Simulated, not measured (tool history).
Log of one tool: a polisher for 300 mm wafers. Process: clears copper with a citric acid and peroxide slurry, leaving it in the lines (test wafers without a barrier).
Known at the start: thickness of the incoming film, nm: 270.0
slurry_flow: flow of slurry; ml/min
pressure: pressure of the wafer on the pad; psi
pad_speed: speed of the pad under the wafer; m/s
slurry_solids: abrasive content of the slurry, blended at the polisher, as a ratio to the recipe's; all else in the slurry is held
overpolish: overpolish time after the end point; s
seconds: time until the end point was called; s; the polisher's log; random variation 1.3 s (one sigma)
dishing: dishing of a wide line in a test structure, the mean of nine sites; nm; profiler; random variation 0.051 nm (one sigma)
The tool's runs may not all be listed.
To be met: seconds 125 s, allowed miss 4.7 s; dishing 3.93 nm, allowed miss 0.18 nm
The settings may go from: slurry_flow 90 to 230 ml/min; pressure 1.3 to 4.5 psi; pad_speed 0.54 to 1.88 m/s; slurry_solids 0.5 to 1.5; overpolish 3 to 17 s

{"run": 1, "hour": 0.0, "slurry_flow": 150, "pressure": 2.9, "pad_speed": 1.2, "slurry_solids": 1, "overpolish": 9, "seconds": 116.68, "dishing": 9.2497}
{"run": 2, "hour": 1.5, "slurry_flow": 150, "pressure": 2.8, "pad_speed": 1.22, "slurry_solids": 1, "overpolish": 8, "seconds": 118.29, "dishing": 8.4542}
{"run": 3, "hour": 9.2, "slurry_flow": 145, "pressure": 2.5, "pad_speed": 1.32, "slurry_solids": 0.9, "overpolish": 7, "seconds": 131.25, "dishing": 7.2298}
{"run": 4, "hour": 11.1, "slurry_flow": 135, "pressure": 2.4, "pad_speed": 1.42, "slurry_solids": 0.85, "overpolish": 6, "seconds": 131.61, "dishing": 6.4437}
{"run": 5, "hour": 16.2, "slurry_flow": 125, "pressure": 2.3, "pad_speed": 1.5, "slurry_solids": 0.8, "overpolish": 5, "seconds": 138.61, "dishing": 5.4728}
{"run": 6, "hour": 23.7, "slurry_flow": 120, "pressure": 2.3, "pad_speed": 1.56, "slurry_solids": 0.75, "overpolish": 5, "seconds": 139.52, "dishing": 5.5288}
{"run": 7, "hour": 25.7, "slurry_flow": 115, "pressure": 2.3, "pad_speed": 1.62, "slurry_solids": 0.7, "overpolish": 5, "seconds": 138.83, "dishing": 5.5065}
{"run": 8, "hour": 30.7, "slurry_flow": 110, "pressure": 2.2, "pad_speed": 1.66, "slurry_solids": 0.75, "overpolish": 5, "seconds": 139.26, "dishing": 5.4502}
{"run": 9, "hour": 33.1, "slurry_flow": 105, "pressure": 2.2, "pad_speed": 1.7, "slurry_solids": 0.7, "overpolish": 5, "seconds": 143.35, "dishing": 5.2647}
{"run": 10, "hour": 38.7, "slurry_flow": 90, "pressure": 2.4, "pad_speed": 1.88, "slurry_solids": 0.5, "overpolish": 3, "seconds": 151.39, "dishing": 3.3395}
{"run": 11, "hour": 42.5, "slurry_flow": 100, "pressure": 2.4, "pad_speed": 1.88, "slurry_solids": 0.5, "overpolish": 3, "seconds": 144.54, "dishing": 3.4693}
{"run": 12, "hour": 48.7, "slurry_flow": 105, "pressure": 2.4, "pad_speed": 1.88, "slurry_solids": 0.5, "overpolish": 3, "seconds": 141.82, "dishing": 3.5472}
{"run": 13, "hour": 56.4, "slurry_flow": 110, "pressure": 2.4, "pad_speed": 1.88, "slurry_solids": 0.5, "overpolish": 3, "seconds": 139.86, "dishing": 3.6348}

4 next moves are on the table. One of them brings every result within its allowed miss. Which?
{"run": "A", "hour": 64.1, "slurry_flow": 115, "pressure": 2.4, "pad_speed": 1.86, "slurry_solids": 0.5, "overpolish": 3, "seconds": "?", "dishing": "?"}
{"run": "B", "hour": 64.1, "slurry_flow": 130, "pressure": 2.4, "pad_speed": 1.84, "slurry_solids": 0.5, "overpolish": 3, "seconds": "?", "dishing": "?"}
{"run": "C", "hour": 64.1, "slurry_flow": 110, "pressure": 2.6, "pad_speed": 1.88, "slurry_solids": 0.55, "overpolish": 3, "seconds": "?", "dishing": "?"}
{"run": "D", "hour": 64.1, "slurry_flow": 105, "pressure": 2.5, "pad_speed": 1.88, "slurry_solids": 0.5, "overpolish": 3, "seconds": "?", "dishing": "?"}

move=A seconds=136.32 dishing=3.5606
move=B seconds=133.63 dishing=3.6221
move=C seconds=120.6 dishing=3.9521
move=D seconds=133.03 dishing=3.6361
A: nearer than the last run, and not there yet
B: nearer than the last run, and not there yet
C: meets every target
D: nearer than the last run, and not there yet
The right move is C.
